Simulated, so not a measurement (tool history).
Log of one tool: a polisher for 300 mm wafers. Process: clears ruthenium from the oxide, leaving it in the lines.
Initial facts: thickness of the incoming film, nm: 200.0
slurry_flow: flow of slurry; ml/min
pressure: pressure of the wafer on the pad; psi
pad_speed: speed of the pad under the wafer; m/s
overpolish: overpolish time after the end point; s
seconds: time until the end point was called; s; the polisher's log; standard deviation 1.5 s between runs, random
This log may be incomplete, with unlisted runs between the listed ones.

run  hour  slurry_flow  pressure  pad_speed  overpolish  seconds
  1     0          255       2.3       1.04          44   129.27
  2   1.5          215       2.3       1.04          44    131.3
  3   4.1          215       2.4       1.04          44   127.32
  4   5.5          215       2.4       1.22          44   116.92
  5  13.1          215       2.8       1.22          44   102.44
  6    19          215       2.8       0.98          44   115.04
  7    22          215       2.9          1          44   110.78

Run 8 comes next. What will it give?
  8  29.2          215         3       1.02          44        ?

{"run 8": {"seconds": 106.92}}
